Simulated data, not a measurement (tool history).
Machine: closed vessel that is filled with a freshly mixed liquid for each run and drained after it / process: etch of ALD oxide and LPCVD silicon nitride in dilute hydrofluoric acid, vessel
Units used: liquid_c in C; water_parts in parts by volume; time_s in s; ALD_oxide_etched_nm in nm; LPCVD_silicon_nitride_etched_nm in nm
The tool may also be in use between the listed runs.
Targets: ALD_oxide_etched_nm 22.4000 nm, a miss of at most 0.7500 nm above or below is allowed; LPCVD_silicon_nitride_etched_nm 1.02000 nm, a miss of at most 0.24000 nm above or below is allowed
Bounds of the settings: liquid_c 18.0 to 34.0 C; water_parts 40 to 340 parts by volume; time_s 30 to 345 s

run	hour	liquid_c	water_parts	time_s	ALD_oxide_etched_nm	LPCVD_silicon_nitride_etched_nm
1	0.0	26.0	190	175	8.3352	0.44643
2	2.7	26.0	190	140	6.6486	0.34831
3	9.7	27.0	155	140	8.7608	0.45700
4	18.5	27.0	185	140	7.0504	0.39977
5	25.0	27.0	185	90	4.5367	0.25968
6	29.9	27.5	150	105	6.9403	0.38171
7	37.7	28.0	125	115	9.7014	0.48495
# hour 39.2: thermometer replaced
8	39.2	29.0	105	115	13.5030	0.77389
9	41.5	29.5	95	115	15.3040	0.93814
10	50.3	29.5	85	115	17.4190	0.93663
11	57.7	29.5	80	115	18.6320	0.95454
12	60.5	29.5	75	115	19.7330	1.02750
13	62.7	29.5	70	115	21.5920	1.16330
14	64.3	29.0	70	115	20.6860	1.07740

Which one of the following 5 next-run settings gets every result inside its allowed miss? There is exactly one.
A	65.9	26.0	40	65	?	?
B	65.9	34.0	100	130	?	?
C	65.9	23.5	40	90	?	?
D	65.9	25.0	50	100	?	?
E	65.9	34.0	120	155	?	?

move	ALD_oxide_etched_nm	LPCVD_silicon_nitride_etched_nm
A	18.9190	0.91245
B	18.8400	1.22150
C	23.6290	1.06750
D	22.0460	1.05540
E	18.1570	1.20880
A: the biggest miss grows against the last run
B: the biggest miss grows against the last run
C: takes the result that was furthest off past its target
D: every result within its allowed miss
E: the biggest miss grows against the last run
The right move is D.

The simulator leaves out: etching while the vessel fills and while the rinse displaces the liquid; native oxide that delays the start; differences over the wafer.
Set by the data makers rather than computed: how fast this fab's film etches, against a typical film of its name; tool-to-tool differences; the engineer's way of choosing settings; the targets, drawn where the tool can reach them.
